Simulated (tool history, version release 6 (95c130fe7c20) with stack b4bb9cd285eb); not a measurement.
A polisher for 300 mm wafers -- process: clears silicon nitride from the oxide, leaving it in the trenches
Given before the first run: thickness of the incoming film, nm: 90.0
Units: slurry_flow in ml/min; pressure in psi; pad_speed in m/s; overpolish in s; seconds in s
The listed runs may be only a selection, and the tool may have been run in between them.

| run | hour | slurry_flow | pressure | pad_speed | overpolish | seconds |
|---|---|---|---|---|---|---|
| 1 | 0 | 295 | 3.1 | 0.76 | 8 | 128.68 |
| 2 | 1.6 | 295 | 3.3 | 0.76 | 8 | 124.26 |
| 3 | 6.1 | 295 | 3.5 | 0.78 | 8 | 112.85 |
| 4 | 11.4 | 260 | 3.5 | 0.78 | 8 | 111.83 |
| 5 | 19.4 | 260 | 3.1 | 0.78 | 8 | 126.41 |
| 6 | 21.8 | 260 | 3.3 | 0.78 | 8 | 119.01 |
| 7 | 27.6 | 260 | 4.2 | 0.84 | 8 | 89.931 |
| 8 | 30.2 | 260 | 4.2 | 0.84 | 8 | 89.694 |
| 9 | 32.8 | 260 | 4.2 | 0.84 | 8 | 87.911 |
| 10 | 41.5 | 260 | 4.3 | 0.84 | 8 | 86.793 |

Run 11 is up next; what results do you expect?
| 11 | 45.9 | 260 | 4.4 | 0.84 | 8 | ? |

seconds: 86.31 s

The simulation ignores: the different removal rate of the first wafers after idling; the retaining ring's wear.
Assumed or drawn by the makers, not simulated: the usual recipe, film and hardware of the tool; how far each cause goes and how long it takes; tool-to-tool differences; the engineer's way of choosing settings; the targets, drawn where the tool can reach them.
